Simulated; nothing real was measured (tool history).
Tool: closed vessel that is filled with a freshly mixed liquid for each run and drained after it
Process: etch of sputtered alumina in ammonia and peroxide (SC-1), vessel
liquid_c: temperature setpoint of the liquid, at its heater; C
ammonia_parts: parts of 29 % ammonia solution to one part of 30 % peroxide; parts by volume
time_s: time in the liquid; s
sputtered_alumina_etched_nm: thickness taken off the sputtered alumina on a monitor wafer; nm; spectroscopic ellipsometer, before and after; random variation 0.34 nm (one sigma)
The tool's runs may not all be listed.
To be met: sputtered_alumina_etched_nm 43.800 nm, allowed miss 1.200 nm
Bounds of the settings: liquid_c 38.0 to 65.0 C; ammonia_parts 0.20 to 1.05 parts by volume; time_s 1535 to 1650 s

Run 1, hour 0.0: liquid_c 49.0 C, ammonia_parts 0.55 parts by volume, time_s 1535 s. Result: sputtered_alumina_etched_nm 89.172 nm.
Run 2, hour 5.4: liquid_c 54.0 C, ammonia_parts 0.55 parts by volume, time_s 1535 s. Result: sputtered_alumina_etched_nm 118.420 nm.
Run 3, hour 8.0: liquid_c 49.0 C, ammonia_parts 0.45 parts by volume, time_s 1535 s. Result: sputtered_alumina_etched_nm 88.041 nm.
Run 4, hour 15.9: liquid_c 52.0 C, ammonia_parts 0.45 parts by volume, time_s 1535 s. Result: sputtered_alumina_etched_nm 102.760 nm.
Run 5, hour 21.8: liquid_c 45.5 C, ammonia_parts 0.45 parts by volume, time_s 1535 s. Result: sputtered_alumina_etched_nm 72.439 nm.
Run 6, hour 26.6: liquid_c 45.5 C, ammonia_parts 0.45 parts by volume, time_s 1535 s. Result: sputtered_alumina_etched_nm 72.033 nm.
Run 7, hour 30.4: liquid_c 43.0 C, ammonia_parts 0.35 parts by volume, time_s 1535 s. Result: sputtered_alumina_etched_nm 61.403 nm.
Run 8, hour 36.1: liquid_c 41.5 C, ammonia_parts 0.30 parts by volume, time_s 1535 s. Result: sputtered_alumina_etched_nm 54.795 nm.
Run 9, hour 43.4: liquid_c 40.5 C, ammonia_parts 0.25 parts by volume, time_s 1535 s. Result: sputtered_alumina_etched_nm 50.839 nm.
Run 10, hour 50.6: liquid_c 39.5 C, ammonia_parts 0.25 parts by volume, time_s 1535 s. Result: sputtered_alumina_etched_nm 47.618 nm.
Run 11, hour 53.6: liquid_c 39.0 C, ammonia_parts 0.25 parts by volume, time_s 1535 s. Result: sputtered_alumina_etched_nm 47.400 nm.

4 next moves are on the table. One of them brings every result within its allowed miss. Which?
Run A, hour 56.6: liquid_c 38.0 C, ammonia_parts 0.20 parts by volume, time_s 1545 s. Result: sputtered_alumina_etched_nm ?.
Run B, hour 56.6: liquid_c 41.5 C, ammonia_parts 0.20 parts by volume, time_s 1585 s. Result: sputtered_alumina_etched_nm ?.
Run C, hour 56.6: liquid_c 40.0 C, ammonia_parts 0.30 parts by volume, time_s 1640 s. Result: sputtered_alumina_etched_nm ?.
Run D, hour 56.6: liquid_c 40.0 C, ammonia_parts 0.20 parts by volume, time_s 1650 s. Result: sputtered_alumina_etched_nm ?.

move  sputtered_alumina_etched_nm
   A                       43.811
   B                       55.206
   C                       54.411
   D                       52.655
A: meets every target
B: further off than the last run
C: further off than the last run
D: further off than the last run
Answer: A
